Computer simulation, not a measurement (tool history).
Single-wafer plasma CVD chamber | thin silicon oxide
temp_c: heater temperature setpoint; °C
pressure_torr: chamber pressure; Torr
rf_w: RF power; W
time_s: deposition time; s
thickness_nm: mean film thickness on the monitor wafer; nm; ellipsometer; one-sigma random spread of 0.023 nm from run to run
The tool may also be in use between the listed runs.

run,hour,temp_c,pressure_torr,rf_w,time_s,thickness_nm
1,0,410,0.955,295,4.31,8.5238
2,6.2,410,0.894,295,4.31,8.1046
3,14.6,410,0.845,295,4.31,7.7252
4,22,410,0.81,295,4.31,7.4317
5,29.1,410,0.786,295,4.31,7.1929
6,31.2,419,0.786,295,4.31,7.1034
7,40.2,421,0.775,295,4.31,6.9899
8,48,423,0.767,295,4.31,6.9413
9,53.7,424,0.759,295,4.31,6.8027
10,56.3,425,0.757,295,4.31,6.8176
11,62.7,425,0.757,295,4.31,6.8357
12,71.5,425,0.709,295,4.31,6.3329
13,72.6,423,0.714,295,4.31,6.401
14,76.1,422,0.718,295,4.31,6.4597
15,84.3,421,0.721,295,4.31,6.4616
16,87.1,421,0.724,295,4.31,6.5366

Forecast run 17:
17,87.6,421,0.725,295,4.31,?

{"run 17": {"thickness_nm": 6.5148}}
